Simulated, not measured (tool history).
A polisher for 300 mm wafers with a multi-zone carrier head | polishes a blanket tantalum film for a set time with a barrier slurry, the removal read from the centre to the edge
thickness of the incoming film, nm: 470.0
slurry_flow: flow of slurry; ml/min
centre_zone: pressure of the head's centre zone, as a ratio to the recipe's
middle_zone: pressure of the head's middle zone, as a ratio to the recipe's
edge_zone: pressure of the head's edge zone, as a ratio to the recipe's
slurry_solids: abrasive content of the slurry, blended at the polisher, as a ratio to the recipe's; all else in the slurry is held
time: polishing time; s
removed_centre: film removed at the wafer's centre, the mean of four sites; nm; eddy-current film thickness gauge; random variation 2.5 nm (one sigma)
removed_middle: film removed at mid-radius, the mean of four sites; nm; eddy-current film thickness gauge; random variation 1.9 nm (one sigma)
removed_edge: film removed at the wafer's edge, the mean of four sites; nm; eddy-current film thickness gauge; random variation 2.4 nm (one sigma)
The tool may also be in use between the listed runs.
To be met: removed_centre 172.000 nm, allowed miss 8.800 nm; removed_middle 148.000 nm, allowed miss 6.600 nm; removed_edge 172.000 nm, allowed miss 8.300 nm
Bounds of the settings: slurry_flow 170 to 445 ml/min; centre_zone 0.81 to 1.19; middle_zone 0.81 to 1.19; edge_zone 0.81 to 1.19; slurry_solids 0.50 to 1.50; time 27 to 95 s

{"run": 1, "hour": 0.0, "slurry_flow": 285, "centre_zone": 1.0, "middle_zone": 1.0, "edge_zone": 1.0, "slurry_solids": 1.0, "time": 61, "removed_centre": 129.41, "removed_middle": 123.52, "removed_edge": 125.77}
{"run": 2, "hour": 8.6, "slurry_flow": 285, "centre_zone": 1.04, "middle_zone": 1.0, "edge_zone": 1.0, "slurry_solids": 1.0, "time": 61, "removed_centre": 133.38, "removed_middle": 124.11, "removed_edge": 123.55}
{"run": 3, "hour": 15.9, "slurry_flow": 285, "centre_zone": 1.04, "middle_zone": 1.0, "edge_zone": 1.0, "slurry_solids": 1.1, "time": 61, "removed_centre": 139.44, "removed_middle": 126.35, "removed_edge": 126.82}
{"run": 4, "hour": 17.6, "slurry_flow": 285, "centre_zone": 1.04, "middle_zone": 1.0, "edge_zone": 1.0, "slurry_solids": 1.1, "time": 52, "removed_centre": 122.49, "removed_middle": 106.29, "removed_edge": 109.38}
{"run": 5, "hour": 23.7, "slurry_flow": 285, "centre_zone": 1.04, "middle_zone": 1.0, "edge_zone": 1.0, "slurry_solids": 1.1, "time": 38, "removed_centre": 87.422, "removed_middle": 80.41, "removed_edge": 78.68}
{"run": 6, "hour": 30.6, "slurry_flow": 285, "centre_zone": 1.08, "middle_zone": 1.0, "edge_zone": 1.0, "slurry_solids": 1.1, "time": 38, "removed_centre": 91.6, "removed_middle": 77.805, "removed_edge": 81.636}
{"run": 7, "hour": 39.4, "slurry_flow": 275, "centre_zone": 1.06, "middle_zone": 0.98, "edge_zone": 1.05, "slurry_solids": 1.15, "time": 45, "removed_centre": 105.31, "removed_middle": 94.303, "removed_edge": 95.652}
{"run": 8, "hour": 40.8, "slurry_flow": 285, "centre_zone": 1.06, "middle_zone": 0.94, "edge_zone": 1.08, "slurry_solids": 1.15, "time": 51, "removed_centre": 118.76, "removed_middle": 102.01, "removed_edge": 114.5}
{"run": 9, "hour": 47.9, "slurry_flow": 295, "centre_zone": 1.06, "middle_zone": 0.94, "edge_zone": 1.11, "slurry_solids": 1.25, "time": 54, "removed_centre": 133.94, "removed_middle": 108.68, "removed_edge": 124.22}
{"run": 10, "hour": 55.3, "slurry_flow": 265, "centre_zone": 0.96, "middle_zone": 0.94, "edge_zone": 1.13, "slurry_solids": 1.45, "time": 71, "removed_centre": 161.04, "removed_middle": 147.13, "removed_edge": 172.07}
{"run": 11, "hour": 56.4, "slurry_flow": 270, "centre_zone": 0.97, "middle_zone": 0.94, "edge_zone": 1.13, "slurry_solids": 1.45, "time": 71, "removed_centre": 154.87, "removed_middle": 146.15, "removed_edge": 176.69}

5 next moves are on the table. One of them brings every result within its allowed miss. Which?
{"run": "A", "hour": 57.5, "slurry_flow": 275, "centre_zone": 0.91, "middle_zone": 0.96, "edge_zone": 1.13, "slurry_solids": 1.5, "time": 69, "removed_centre": "?", "removed_middle": "?", "removed_edge": "?"}
{"run": "B", "hour": 57.5, "slurry_flow": 375, "centre_zone": 1.14, "middle_zone": 0.9, "edge_zone": 1.08, "slurry_solids": 1.25, "time": 73, "removed_centre": "?", "removed_middle": "?", "removed_edge": "?"}
{"run": "C", "hour": 57.5, "slurry_flow": 245, "centre_zone": 0.9, "middle_zone": 0.88, "edge_zone": 1.17, "slurry_solids": 1.5, "time": 71, "removed_centre": "?", "removed_middle": "?", "removed_edge": "?"}
{"run": "D", "hour": 57.5, "slurry_flow": 270, "centre_zone": 1.02, "middle_zone": 0.92, "edge_zone": 1.14, "slurry_solids": 1.3, "time": 74, "removed_centre": "?", "removed_middle": "?", "removed_edge": "?"}
{"run": "E", "hour": 57.5, "slurry_flow": 260, "centre_zone": 0.81, "middle_zone": 0.97, "edge_zone": 1.19, "slurry_solids": 1.25, "time": 77, "removed_centre": "?", "removed_middle": "?", "removed_edge": "?"}

move=A removed_centre=149.230 removed_middle=148.130 removed_edge=165.890
move=B removed_centre=195.030 removed_middle=145.670 removed_edge=167.550
move=C removed_centre=149.870 removed_middle=140.170 removed_edge=172.490
move=D removed_centre=173.190 removed_middle=147.860 removed_edge=172.620
move=E removed_centre=140.870 removed_middle=158.780 removed_edge=181.200
A: further off than the last run
B: takes the result that was furthest off past its target
C: further off than the last run
D: meets every target
E: further off than the last run
Move D is the one to make.
